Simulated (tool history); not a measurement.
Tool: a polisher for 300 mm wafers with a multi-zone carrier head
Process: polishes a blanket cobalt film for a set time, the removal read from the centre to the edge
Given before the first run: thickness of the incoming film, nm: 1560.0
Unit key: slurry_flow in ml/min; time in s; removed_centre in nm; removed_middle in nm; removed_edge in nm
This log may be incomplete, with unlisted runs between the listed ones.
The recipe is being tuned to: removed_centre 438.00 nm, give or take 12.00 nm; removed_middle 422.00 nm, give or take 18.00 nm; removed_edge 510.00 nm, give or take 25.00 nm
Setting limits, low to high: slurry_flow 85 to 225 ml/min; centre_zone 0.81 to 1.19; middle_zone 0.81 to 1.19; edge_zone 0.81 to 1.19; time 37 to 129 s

{"run": 1, "hour": 0.0, "slurry_flow": 145, "centre_zone": 1.0, "middle_zone": 1.0, "edge_zone": 1.0, "time": 83, "removed_centre": 390.37, "removed_middle": 403.42, "removed_edge": 404.13}
{"run": 2, "hour": 3.2, "slurry_flow": 145, "centre_zone": 1.0, "middle_zone": 1.06, "edge_zone": 1.0, "time": 83, "removed_centre": 391.28, "removed_middle": 422.6, "removed_edge": 402.37}
{"run": 3, "hour": 3.9, "slurry_flow": 145, "centre_zone": 1.0, "middle_zone": 1.06, "edge_zone": 1.04, "time": 83, "removed_centre": 395.23, "removed_middle": 423.06, "removed_edge": 410.91}
{"run": 4, "hour": 9.8, "slurry_flow": 150, "centre_zone": 0.99, "middle_zone": 1.04, "edge_zone": 1.06, "time": 84, "removed_centre": 397.13, "removed_middle": 415.52, "removed_edge": 421.11}
{"run": 5, "hour": 18.8, "slurry_flow": 155, "centre_zone": 0.98, "middle_zone": 1.03, "edge_zone": 1.08, "time": 85, "removed_centre": 402.44, "removed_middle": 430.21, "removed_edge": 432.68}
{"run": 6, "hour": 26.2, "slurry_flow": 155, "centre_zone": 0.98, "middle_zone": 1.01, "edge_zone": 1.09, "time": 86, "removed_centre": 408.03, "removed_middle": 426.77, "removed_edge": 438.11}
{"run": 7, "hour": 27.7, "slurry_flow": 155, "centre_zone": 0.98, "middle_zone": 0.99, "edge_zone": 1.1, "time": 87, "removed_centre": 413.28, "removed_middle": 416.38, "removed_edge": 435.23}
{"run": 8, "hour": 34.1, "slurry_flow": 155, "centre_zone": 0.97, "middle_zone": 0.97, "edge_zone": 1.11, "time": 89, "removed_centre": 416.48, "removed_middle": 426.03, "removed_edge": 459.73}
{"run": 9, "hour": 36.4, "slurry_flow": 155, "centre_zone": 0.97, "middle_zone": 0.96, "edge_zone": 1.12, "time": 90, "removed_centre": 424.47, "removed_middle": 432.25, "removed_edge": 466.16}
{"run": 10, "hour": 40.1, "slurry_flow": 155, "centre_zone": 0.97, "middle_zone": 0.95, "edge_zone": 1.13, "time": 91, "removed_centre": 423.19, "removed_middle": 420.26, "removed_edge": 477.4}
{"run": 11, "hour": 43.3, "slurry_flow": 155, "centre_zone": 0.97, "middle_zone": 0.95, "edge_zone": 1.14, "time": 91, "removed_centre": 430.49, "removed_middle": 426.26, "removed_edge": 466.63}
{"run": 12, "hour": 44.9, "slurry_flow": 155, "centre_zone": 0.96, "middle_zone": 0.94, "edge_zone": 1.14, "time": 92, "removed_centre": 429.87, "removed_middle": 424.2, "removed_edge": 479.66}

Consider the 5 candidate settings below. Which is the only one whose results all fall within their allowed miss of target?
{"run": "A", "hour": 46.5, "slurry_flow": 145, "centre_zone": 0.92, "middle_zone": 0.87, "edge_zone": 1.15, "time": 98, "removed_centre": "?", "removed_middle": "?", "removed_edge": "?"}
{"run": "B", "hour": 46.5, "slurry_flow": 105, "centre_zone": 0.95, "middle_zone": 0.81, "edge_zone": 1.19, "time": 101, "removed_centre": "?", "removed_middle": "?", "removed_edge": "?"}
{"run": "C", "hour": 46.5, "slurry_flow": 150, "centre_zone": 0.97, "middle_zone": 1.09, "edge_zone": 1.09, "time": 89, "removed_centre": "?", "removed_middle": "?", "removed_edge": "?"}
{"run": "D", "hour": 46.5, "slurry_flow": 110, "centre_zone": 1.04, "middle_zone": 0.98, "edge_zone": 1.17, "time": 90, "removed_centre": "?", "removed_middle": "?", "removed_edge": "?"}
{"run": "E", "hour": 46.5, "slurry_flow": 150, "centre_zone": 1.05, "middle_zone": 0.89, "edge_zone": 1.14, "time": 88, "removed_centre": "?", "removed_middle": "?", "removed_edge": "?"}

move=A removed_centre=440.76 removed_middle=425.51 removed_edge=501.33
move=B removed_centre=435.94 removed_middle=391.43 removed_edge=506.37
move=C removed_centre=418.17 removed_middle=469.46 removed_edge=443.39
move=D removed_centre=418.23 removed_middle=411.76 removed_edge=448.85
move=E removed_centre=436.41 removed_middle=391.20 removed_edge=449.73
A: meets every target
B: the worst result of the last run now meets its target, but another is out of spec
C: misses by more than the last run did
D: misses by more than the last run did
E: misses by more than the last run did
Correct choice: A, which meets every target
